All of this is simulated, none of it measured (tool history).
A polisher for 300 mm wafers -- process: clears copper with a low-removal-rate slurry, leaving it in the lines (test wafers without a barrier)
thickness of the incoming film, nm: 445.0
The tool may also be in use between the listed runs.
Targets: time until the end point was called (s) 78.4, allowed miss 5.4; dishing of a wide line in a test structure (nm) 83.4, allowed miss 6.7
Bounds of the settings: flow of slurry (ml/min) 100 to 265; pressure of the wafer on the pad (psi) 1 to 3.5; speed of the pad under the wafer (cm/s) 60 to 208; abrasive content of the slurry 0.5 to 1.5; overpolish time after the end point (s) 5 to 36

run	hour	flow of slurry (ml/min)	pressure of the wafer on the pad (psi)	speed of the pad under the wafer (cm/s)	abrasive content of the slurry	overpolish time after the end point (s)	time until the end point was called (s)	dishing of a wide line in a test structure (nm)
1	0	170	2.2	134	1	18	141.32	38.025
2	2.7	150	2.2	134	1	18	142.89	39.002
3	10.4	150	2.6	134	1	18	119.62	43.006
4	19.1	150	2.7	138	1	20	113.65	51.173
5	21.2	150	2.9	140	1	21	104.57	54.594
6	28.9	150	2.5	140	1	21	119.2	51.793
7	36.5	150	2.6	144	1	22	112.81	52.568
8	44.3	155	3.2	152	1	31	87.315	83.926

Which of these 5 next moves meets every target?
A	52.1	150	3.5	160	0.85	31	?	?
B	52.1	165	3	128	1.05	36	?	?
C	52.1	180	2.6	166	0.95	36	?	?
D	52.1	155	2.9	150	1.1	33	?	?
E	52.1	190	3.1	148	1.05	34	?	?

move	time until the end point was called (s)	dishing of a wide line in a test structure (nm)
A	79.033	82.511
B	105.98	74.601
C	96.61	75.9
D	93.284	75.683
E	87.817	80.13
A: every result lands within tolerance
B: moves away from the targets compared with the last run
C: moves away from the targets compared with the last run
D: moves away from the targets compared with the last run
E: moves away from the targets compared with the last run
The right move is A.
